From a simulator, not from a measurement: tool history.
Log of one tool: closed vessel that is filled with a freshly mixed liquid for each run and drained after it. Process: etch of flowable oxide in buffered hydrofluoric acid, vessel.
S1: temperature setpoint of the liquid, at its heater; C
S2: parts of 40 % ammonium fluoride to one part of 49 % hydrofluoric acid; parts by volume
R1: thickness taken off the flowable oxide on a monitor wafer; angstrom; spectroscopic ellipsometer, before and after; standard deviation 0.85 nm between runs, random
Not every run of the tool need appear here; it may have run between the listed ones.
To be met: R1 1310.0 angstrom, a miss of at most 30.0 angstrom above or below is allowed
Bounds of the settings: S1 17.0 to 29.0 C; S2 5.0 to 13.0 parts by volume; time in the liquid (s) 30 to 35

{"run": 1, "hour": 0.0, "S1": 21.0, "S2": 8.0, "time in the liquid (s)": 35, "R1": 1818.4}
{"run": 2, "hour": 6.5, "S1": 20.0, "S2": 8.0, "time in the liquid (s)": 35, "R1": 1680.2}
{"run": 3, "hour": 9.2, "S1": 20.0, "S2": 6.0, "time in the liquid (s)": 35, "R1": 2231.8}
{"run": 4, "hour": 17.9, "S1": 20.0, "S2": 6.0, "time in the liquid (s)": 30, "R1": 1923.4}
{"run": 5, "hour": 20.5, "S1": 19.5, "S2": 6.5, "time in the liquid (s)": 30, "R1": 1722.3}
{"run": 6, "hour": 26.2, "S1": 19.0, "S2": 6.5, "time in the liquid (s)": 30, "R1": 1678.4}
{"run": 7, "hour": 34.3, "S1": 18.5, "S2": 6.5, "time in the liquid (s)": 30, "R1": 1641.7}
{"run": 8, "hour": 38.3, "S1": 18.0, "S2": 6.5, "time in the liquid (s)": 30, "R1": 1601.7}
{"run": 9, "hour": 43.7, "S1": 17.5, "S2": 7.0, "time in the liquid (s)": 30, "R1": 1467.0}

Below are 4 possible settings for the next run. Only one of them brings all results inside the allowed miss of their targets. Which is it?
{"run": "A", "hour": 49.1, "S1": 17.0, "S2": 8.0, "time in the liquid (s)": 30, "R1": "?"}
{"run": "B", "hour": 49.1, "S1": 17.0, "S2": 7.5, "time in the liquid (s)": 30, "R1": "?"}
{"run": "C", "hour": 49.1, "S1": 17.0, "S2": 7.0, "time in the liquid (s)": 30, "R1": "?"}
{"run": "D", "hour": 49.1, "S1": 20.5, "S2": 9.5, "time in the liquid (s)": 30, "R1": "?"}

move=A R1=1224.0
move=B R1=1312.5
move=C R1=1414.1
move=D R1=1268.4
A: pushes the last run's worst result past its target
B: each result inside its tolerance
C: an improvement on the last run, though not all results are within tolerance
D: pushes the last run's worst result past its target
B is the move that brings every result within its allowed miss.
